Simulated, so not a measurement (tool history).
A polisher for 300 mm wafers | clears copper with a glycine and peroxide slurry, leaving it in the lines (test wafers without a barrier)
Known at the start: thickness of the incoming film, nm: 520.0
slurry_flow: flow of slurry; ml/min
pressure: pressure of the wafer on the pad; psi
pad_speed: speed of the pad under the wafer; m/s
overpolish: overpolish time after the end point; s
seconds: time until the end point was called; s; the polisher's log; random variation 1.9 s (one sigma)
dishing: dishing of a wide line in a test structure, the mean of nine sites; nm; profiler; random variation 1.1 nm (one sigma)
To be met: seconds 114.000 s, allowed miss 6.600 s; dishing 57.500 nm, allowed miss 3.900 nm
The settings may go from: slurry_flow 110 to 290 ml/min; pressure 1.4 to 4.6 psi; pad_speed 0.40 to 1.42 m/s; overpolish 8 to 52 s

Run 1, hour 0.0: slurry_flow 185 ml/min, pressure 3.0 psi, pad_speed 0.90 m/s, overpolish 26 s. Result: seconds 95.072 s, dishing 73.043 nm.
Run 2, hour 6.8: slurry_flow 185 ml/min, pressure 3.0 psi, pad_speed 0.90 m/s, overpolish 31 s. Result: seconds 93.905 s, dishing 78.666 nm.
Run 3, hour 12.6: slurry_flow 210 ml/min, pressure 3.0 psi, pad_speed 0.90 m/s, overpolish 31 s. Result: seconds 88.991 s, dishing 81.822 nm.
Run 4, hour 19.6: slurry_flow 210 ml/min, pressure 3.0 psi, pad_speed 0.90 m/s, overpolish 21 s. Result: seconds 93.158 s, dishing 68.956 nm.
Run 5, hour 25.0: slurry_flow 180 ml/min, pressure 3.0 psi, pad_speed 0.90 m/s, overpolish 21 s. Result: seconds 91.299 s, dishing 67.025 nm.
Run 6, hour 32.8: slurry_flow 180 ml/min, pressure 2.9 psi, pad_speed 0.90 m/s, overpolish 21 s. Result: seconds 94.771 s, dishing 63.846 nm.
Run 7, hour 37.7: slurry_flow 180 ml/min, pressure 2.8 psi, pad_speed 0.90 m/s, overpolish 22 s. Result: seconds 101.750 s, dishing 66.515 nm.
Run 8, hour 42.7: slurry_flow 180 ml/min, pressure 2.8 psi, pad_speed 0.90 m/s, overpolish 21 s. Result: seconds 100.230 s, dishing 60.308 nm.
Run 9, hour 50.1: slurry_flow 180 ml/min, pressure 2.7 psi, pad_speed 0.90 m/s, overpolish 22 s. Result: seconds 97.676 s, dishing 63.143 nm.
Run 10, hour 55.5: slurry_flow 180 ml/min, pressure 2.6 psi, pad_speed 0.88 m/s, overpolish 23 s. Result: seconds 105.970 s, dishing 62.787 nm.

Which of these 5 next moves meets every target?
Run A, hour 60.9: slurry_flow 165 ml/min, pressure 2.4 psi, pad_speed 0.88 m/s, overpolish 29 s. Result: seconds ?, dishing ?.
Run B, hour 60.9: slurry_flow 135 ml/min, pressure 3.5 psi, pad_speed 0.78 m/s, overpolish 23 s. Result: seconds ?, dishing ?.
Run C, hour 60.9: slurry_flow 235 ml/min, pressure 2.7 psi, pad_speed 0.74 m/s, overpolish 20 s. Result: seconds ?, dishing ?.
Run D, hour 60.9: slurry_flow 110 ml/min, pressure 2.4 psi, pad_speed 1.10 m/s, overpolish 20 s. Result: seconds ?, dishing ?.
Run E, hour 60.9: slurry_flow 170 ml/min, pressure 2.2 psi, pad_speed 1.16 m/s, overpolish 24 s. Result: seconds ?, dishing ?.

move  seconds  dishing
   A  114.330   69.674
   B  100.140   66.423
   C  114.630   55.653
   D  104.820   57.713
   E   96.810   67.277
A: further off than the last run
B: further off than the last run
C: meets every target
D: brings the result that was furthest off to its target, and leaves another outside
E: further off than the last run
The right move is C.
